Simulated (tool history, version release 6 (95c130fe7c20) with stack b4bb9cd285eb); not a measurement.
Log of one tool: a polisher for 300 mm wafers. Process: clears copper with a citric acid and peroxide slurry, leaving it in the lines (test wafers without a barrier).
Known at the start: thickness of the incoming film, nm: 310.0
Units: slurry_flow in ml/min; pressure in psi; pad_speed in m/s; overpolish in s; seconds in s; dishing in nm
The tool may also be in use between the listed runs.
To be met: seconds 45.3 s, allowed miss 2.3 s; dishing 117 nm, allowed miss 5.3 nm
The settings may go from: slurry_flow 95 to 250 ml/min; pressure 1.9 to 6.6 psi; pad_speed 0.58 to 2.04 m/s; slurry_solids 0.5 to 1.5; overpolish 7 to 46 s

{"run": 1, "hour": 0.0, "slurry_flow": 160, "pressure": 4.2, "pad_speed": 1.3, "slurry_solids": 1, "overpolish": 24, "seconds": 92.386, "dishing": 55.279}
{"run": 2, "hour": 4.9, "slurry_flow": 160, "pressure": 4.2, "pad_speed": 1.3, "slurry_solids": 0.85, "overpolish": 24, "seconds": 97.41, "dishing": 54.55}
{"run": 3, "hour": 9.3, "slurry_flow": 160, "pressure": 4.2, "pad_speed": 1.3, "slurry_solids": 0.75, "overpolish": 24, "seconds": 102.15, "dishing": 52.726}
{"run": 4, "hour": 13.2, "slurry_flow": 160, "pressure": 4.2, "pad_speed": 1.48, "slurry_solids": 0.75, "overpolish": 24, "seconds": 88.011, "dishing": 56.87}
{"run": 5, "hour": 21.9, "slurry_flow": 125, "pressure": 4.2, "pad_speed": 1.48, "slurry_solids": 0.75, "overpolish": 24, "seconds": 89.405, "dishing": 55.451}
{"run": 6, "hour": 28.2, "slurry_flow": 125, "pressure": 4.6, "pad_speed": 1.52, "slurry_solids": 0.75, "overpolish": 25, "seconds": 81.093, "dishing": 62.886}
{"run": 7, "hour": 33.8, "slurry_flow": 125, "pressure": 5, "pad_speed": 1.56, "slurry_solids": 0.75, "overpolish": 26, "seconds": 71.468, "dishing": 71.945}
{"hour": 38.6, "done": "slurry blender recalibrated"}
{"run": 8, "hour": 38.6, "slurry_flow": 125, "pressure": 5.3, "pad_speed": 1.58, "slurry_solids": 0.75, "overpolish": 27, "seconds": 64.278, "dishing": 81.549}
{"run": 9, "hour": 45.8, "slurry_flow": 130, "pressure": 5.5, "pad_speed": 1.58, "slurry_solids": 0.75, "overpolish": 27, "seconds": 60.128, "dishing": 84.283}

4 next moves are on the table. One of them brings every result within its allowed miss. Which?
{"run": "A", "hour": 53.0, "slurry_flow": 135, "pressure": 5.8, "pad_speed": 1.74, "slurry_solids": 0.9, "overpolish": 31, "seconds": "?", "dishing": "?"}
{"run": "B", "hour": 53.0, "slurry_flow": 155, "pressure": 5.5, "pad_speed": 2.04, "slurry_solids": 1.05, "overpolish": 27, "seconds": "?", "dishing": "?"}
{"run": "C", "hour": 53.0, "slurry_flow": 195, "pressure": 6.3, "pad_speed": 1.54, "slurry_solids": 0.7, "overpolish": 43, "seconds": "?", "dishing": "?"}
{"run": "D", "hour": 53.0, "slurry_flow": 155, "pressure": 6.1, "pad_speed": 1.9, "slurry_solids": 0.75, "overpolish": 36, "seconds": "?", "dishing": "?"}

move=A seconds=49.234 dishing=100.17
move=B seconds=42.304 dishing=100.41
move=C seconds=52.531 dishing=114.48
move=D seconds=44.708 dishing=113.26
A: nearer than the last run, and not there yet
B: takes the result that was furthest off past its target
C: nearer than the last run, and not there yet
D: meets every target
The right move is D.
